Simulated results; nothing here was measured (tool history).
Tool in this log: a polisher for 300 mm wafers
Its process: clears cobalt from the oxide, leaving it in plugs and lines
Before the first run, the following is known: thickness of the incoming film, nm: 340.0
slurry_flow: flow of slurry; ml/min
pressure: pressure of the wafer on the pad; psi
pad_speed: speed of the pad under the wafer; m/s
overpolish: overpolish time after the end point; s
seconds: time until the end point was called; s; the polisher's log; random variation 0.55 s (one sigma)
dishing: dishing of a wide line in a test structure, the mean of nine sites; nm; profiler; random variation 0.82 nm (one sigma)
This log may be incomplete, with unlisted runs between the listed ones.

run,hour,slurry_flow,pressure,pad_speed,overpolish,seconds,dishing
1,0,250,1.3,1.24,16,85.557,46.038
2,4.4,250,1.4,1.24,17,80.775,48.812
3,8.2,250,1.4,1.46,17,68.174,52.533
4,16.2,250,1.4,1.46,18,67.948,52.488
5,23,250,1.4,1.34,18,75.05,51.048
6,24.5,290,1.4,1.34,18,73.417,52.24

Expected results for the next run?
7,32.1,290,1.5,1.34,19,?,?

{"run 7": {"seconds": 68.068, "dishing": 54.538}}

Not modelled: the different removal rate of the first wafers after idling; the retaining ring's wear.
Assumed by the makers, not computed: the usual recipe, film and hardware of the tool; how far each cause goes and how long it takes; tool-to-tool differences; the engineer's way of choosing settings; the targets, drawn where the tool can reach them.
